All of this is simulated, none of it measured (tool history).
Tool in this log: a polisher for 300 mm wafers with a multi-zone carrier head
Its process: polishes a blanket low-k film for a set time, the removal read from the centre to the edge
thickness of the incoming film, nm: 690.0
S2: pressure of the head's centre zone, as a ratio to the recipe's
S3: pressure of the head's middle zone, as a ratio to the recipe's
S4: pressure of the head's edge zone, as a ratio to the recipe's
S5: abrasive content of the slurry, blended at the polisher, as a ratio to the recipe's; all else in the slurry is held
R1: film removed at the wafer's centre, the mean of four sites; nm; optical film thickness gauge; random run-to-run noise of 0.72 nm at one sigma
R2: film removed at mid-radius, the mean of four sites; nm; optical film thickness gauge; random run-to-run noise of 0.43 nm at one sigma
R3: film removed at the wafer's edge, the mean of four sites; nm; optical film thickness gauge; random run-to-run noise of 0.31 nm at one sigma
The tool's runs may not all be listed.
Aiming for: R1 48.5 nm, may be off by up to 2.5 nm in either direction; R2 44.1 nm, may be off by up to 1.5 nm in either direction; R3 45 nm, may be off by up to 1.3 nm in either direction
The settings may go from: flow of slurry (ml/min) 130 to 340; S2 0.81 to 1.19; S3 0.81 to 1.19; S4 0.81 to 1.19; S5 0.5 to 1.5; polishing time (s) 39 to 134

{"run": 1, "hour": 0.0, "flow of slurry (ml/min)": 220, "S2": 1, "S3": 1, "S4": 1, "S5": 1, "polishing time (s)": 86, "R1": 38.267, "R2": 37.854, "R3": 38.362}
{"run": 2, "hour": 1.4, "flow of slurry (ml/min)": 220, "S2": 1, "S3": 1, "S4": 1, "S5": 1, "polishing time (s)": 75, "R1": 32.66, "R2": 32.802, "R3": 33.657}
{"run": 3, "hour": 3.5, "flow of slurry (ml/min)": 250, "S2": 1, "S3": 1, "S4": 1, "S5": 1, "polishing time (s)": 75, "R1": 33.033, "R2": 33.016, "R3": 33.814}
{"run": 4, "hour": 11.4, "flow of slurry (ml/min)": 250, "S2": 1.02, "S3": 1.01, "S4": 1.01, "S5": 1.05, "polishing time (s)": 75, "R1": 35.059, "R2": 34.109, "R3": 34.883}
{"run": 5, "hour": 16.8, "flow of slurry (ml/min)": 250, "S2": 1.11, "S3": 1.01, "S4": 1.01, "S5": 1.05, "polishing time (s)": 75, "R1": 36.934, "R2": 34.427, "R3": 35.025}
{"run": 6, "hour": 24.9, "flow of slurry (ml/min)": 250, "S2": 1.12, "S3": 1.02, "S4": 1.02, "S5": 1.1, "polishing time (s)": 75, "R1": 37.997, "R2": 35.537, "R3": 35.902}
{"run": 7, "hour": 28.9, "flow of slurry (ml/min)": 255, "S2": 1.13, "S3": 1.02, "S4": 1.03, "S5": 1.15, "polishing time (s)": 75, "R1": 39.932, "R2": 35.776, "R3": 36.513}
{"run": 8, "hour": 32.0, "flow of slurry (ml/min)": 255, "S2": 1.12, "S3": 1.03, "S4": 1.04, "S5": 1.2, "polishing time (s)": 76, "R1": 41.046, "R2": 37.702, "R3": 37.538}
{"run": 9, "hour": 37.8, "flow of slurry (ml/min)": 255, "S2": 1.11, "S3": 1.03, "S4": 1.06, "S5": 1.25, "polishing time (s)": 77, "R1": 41.373, "R2": 37.717, "R3": 39.414}
{"run": 10, "hour": 39.5, "flow of slurry (ml/min)": 255, "S2": 1.12, "S3": 1.04, "S4": 1.07, "S5": 1.3, "polishing time (s)": 77, "R1": 43.795, "R2": 38.861, "R3": 40.557}
{"run": 11, "hour": 45.7, "flow of slurry (ml/min)": 255, "S2": 1.12, "S3": 1.05, "S4": 1.08, "S5": 1.3, "polishing time (s)": 77, "R1": 42.898, "R2": 40.428, "R3": 40.394}
{"run": 12, "hour": 51.5, "flow of slurry (ml/min)": 255, "S2": 1.13, "S3": 1.05, "S4": 1.09, "S5": 1.35, "polishing time (s)": 77, "R1": 45.444, "R2": 40.584, "R3": 41.453}
{"run": 13, "hour": 55.6, "flow of slurry (ml/min)": 255, "S2": 1.13, "S3": 1.06, "S4": 1.1, "S5": 1.35, "polishing time (s)": 77, "R1": 44.396, "R2": 40.489, "R3": 41.559}
{"run": 14, "hour": 59.6, "flow of slurry (ml/min)": 255, "S2": 1.13, "S3": 1.07, "S4": 1.11, "S5": 1.35, "polishing time (s)": 77, "R1": 42.697, "R2": 41.457, "R3": 41.702}
{"run": 15, "hour": 65.4, "flow of slurry (ml/min)": 290, "S2": 1.19, "S3": 1.06, "S4": 1.14, "S5": 1.45, "polishing time (s)": 77, "R1": 49.062, "R2": 42.732, "R3": 44.378}

Next run, 4 choices. One meets every target within its allowed miss, the rest don't. Which?
{"run": "A", "hour": 71.2, "flow of slurry (ml/min)": 285, "S2": 1.19, "S3": 0.97, "S4": 1.06, "S5": 1.5, "polishing time (s)": 78, "R1": "?", "R2": "?", "R3": "?"}
{"run": "B", "hour": 71.2, "flow of slurry (ml/min)": 290, "S2": 1.17, "S3": 1.08, "S4": 1.15, "S5": 1.5, "polishing time (s)": 78, "R1": "?", "R2": "?", "R3": "?"}
{"run": "C", "hour": 71.2, "flow of slurry (ml/min)": 260, "S2": 1.18, "S3": 1.02, "S4": 1.18, "S5": 1, "polishing time (s)": 92, "R1": "?", "R2": "?", "R3": "?"}
{"run": "D", "hour": 71.2, "flow of slurry (ml/min)": 290, "S2": 1.17, "S3": 1.04, "S4": 1.19, "S5": 1.45, "polishing time (s)": 77, "R1": "?", "R2": "?", "R3": "?"}

move=A R1=49.78 R2=40.431 R3=43.359
move=B R1=49.06 R2=44.35 R3=45.174
move=C R1=49.047 R2=41.935 R3=45.596
move=D R1=47.833 R2=41.883 R3=44.873
A: its largest miss is bigger than the last run's
B: in spec on every target
C: its largest miss is bigger than the last run's
D: its largest miss is bigger than the last run's
Go with B: it meets all targets.

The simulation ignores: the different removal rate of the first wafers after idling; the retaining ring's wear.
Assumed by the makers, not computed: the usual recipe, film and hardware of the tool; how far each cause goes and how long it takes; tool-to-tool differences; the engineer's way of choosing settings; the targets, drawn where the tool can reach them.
